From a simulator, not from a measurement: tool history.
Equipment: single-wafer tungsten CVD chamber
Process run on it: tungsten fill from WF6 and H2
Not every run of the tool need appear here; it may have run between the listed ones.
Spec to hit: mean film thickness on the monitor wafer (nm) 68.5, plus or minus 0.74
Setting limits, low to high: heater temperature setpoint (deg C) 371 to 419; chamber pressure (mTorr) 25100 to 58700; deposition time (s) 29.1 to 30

run  hour  heater temperature setpoint (deg C)  chamber pressure (mTorr)  deposition time (s)  mean film thickness on the monitor wafer (nm)
  1     0                                  395                     41900                 29.1                                         99.448
  2   1.9                                  395                     46900                 29.1                                         104.49
  3   9.9                                  388                     46800                 29.1                                         89.229
  4  12.7                                  384                     46800                 29.1                                         81.832
  5  21.2                                  380                     46800                 29.1                                         74.699
  6  25.8                                  379                     46800                 29.1                                         72.844
  7  34.2                                  378                     46800                 29.1                                         71.044
  8  42.6                                  377                     46800                 29.1                                         69.311

Consider the 5 candidate settings below. Which is the only one whose results all fall within their allowed miss of target?
  A    51                                  378                     46200                 29.1                                              ?
  B    51                                  372                     54900                 29.6                                              ?
  C    51                                  376                     48800                 29.4                                              ?
  D    51                                  374                     52300                   30                                              ?
  E    51                                  375                     49200                 29.5                                              ?

move  mean film thickness on the monitor wafer (nm)
   A                                         70.525
   B                                         67.019
   C                                         69.615
   D                                         69.822
   E                                         68.456
A: moves away from the targets compared with the last run
B: moves the result that the last run missed by most past its target, out the other side
C: moves away from the targets compared with the last run
D: moves away from the targets compared with the last run
E: each result inside its tolerance
So the answer is move E, the one that meets all the targets.
